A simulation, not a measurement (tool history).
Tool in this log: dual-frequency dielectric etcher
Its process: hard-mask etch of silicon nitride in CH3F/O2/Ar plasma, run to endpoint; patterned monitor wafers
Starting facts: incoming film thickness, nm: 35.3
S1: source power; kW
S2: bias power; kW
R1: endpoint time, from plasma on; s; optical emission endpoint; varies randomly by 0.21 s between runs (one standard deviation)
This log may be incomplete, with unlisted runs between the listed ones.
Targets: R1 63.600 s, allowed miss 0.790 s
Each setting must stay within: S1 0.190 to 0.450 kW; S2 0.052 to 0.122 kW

| run | hour | S1 | S2 | R1 |
|---|---|---|---|---|
| 1 | 0.0 | 0.320 | 0.087 | 51.944 |
| 2 | 5.2 | 0.290 | 0.083 | 54.673 |
| 3 | 12.1 | 0.290 | 0.077 | 56.102 |
| 4 | 17.2 | 0.290 | 0.091 | 52.653 |
| 5 | 25.5 | 0.290 | 0.077 | 56.215 |
| 6 | 31.8 | 0.260 | 0.076 | 57.863 |
| 7 | 40.0 | 0.240 | 0.074 | 59.656 |
| 8 | 44.3 | 0.230 | 0.073 | 60.604 |
| 9 | 52.3 | 0.230 | 0.073 | 60.370 |
| 10 | 57.6 | 0.220 | 0.072 | 61.565 |
| 11 | 63.8 | 0.220 | 0.072 | 61.542 |
| 12 | 64.5 | 0.210 | 0.072 | 62.034 |

Pick the move, out of 5, that brings all results within their allowed miss; only one does.
| A | 65.2 | 0.210 | 0.075 | ? |
| B | 65.2 | 0.230 | 0.070 | ? |
| C | 65.2 | 0.200 | 0.069 | ? |
| D | 65.2 | 0.220 | 0.073 | ? |
| E | 65.2 | 0.200 | 0.076 | ? |

| move | R1 |
|---|---|
| A | 61.052 |
| B | 61.417 |
| C | 63.668 |
| D | 61.057 |
| E | 61.381 |
A: its largest miss is bigger than the last run's
B: its largest miss is bigger than the last run's
C: hits every target within its allowed miss
D: its largest miss is bigger than the last run's
E: its largest miss is bigger than the last run's
Correct choice: C, which meets every target
